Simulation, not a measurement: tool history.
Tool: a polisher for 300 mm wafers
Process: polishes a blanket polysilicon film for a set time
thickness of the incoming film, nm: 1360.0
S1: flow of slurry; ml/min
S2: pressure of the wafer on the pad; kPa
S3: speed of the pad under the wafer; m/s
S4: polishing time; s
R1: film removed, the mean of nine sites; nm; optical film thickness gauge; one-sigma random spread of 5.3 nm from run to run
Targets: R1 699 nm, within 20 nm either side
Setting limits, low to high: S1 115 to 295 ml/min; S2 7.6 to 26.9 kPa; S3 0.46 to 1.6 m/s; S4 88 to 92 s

run	hour	S1	S2	S3	S4	R1
1	0	190	17.2	1.02	88	794.6
2	5.8	225	17.2	1.02	88	818.57
3	11.7	215	16.5	1.02	88	785.32
4	13.5	215	16.5	0.76	88	636.63
5	14.1	215	16.5	0.76	88	648.13
6	22.8	215	16.5	0.62	88	580.26
7	29.8	215	16.5	0.62	88	573.85
8	37.8	220	17.2	0.62	88	597.23

Which of these 5 next moves meets every target?
A	45.8	220	13.1	0.64	88	?
B	45.8	235	15.9	0.84	92	?
C	45.8	205	13.1	0.88	88	?
D	45.8	285	16.5	0.46	88	?
E	45.8	240	13.8	0.98	88	?

move	R1
A	469.05
B	697.23
C	563.01
D	507.08
E	647
A: its largest miss is bigger than the last run's
B: hits every target within its allowed miss
C: its largest miss is bigger than the last run's
D: its largest miss is bigger than the last run's
E: closer than the last run, but not yet in spec
The move that meets every target is B.
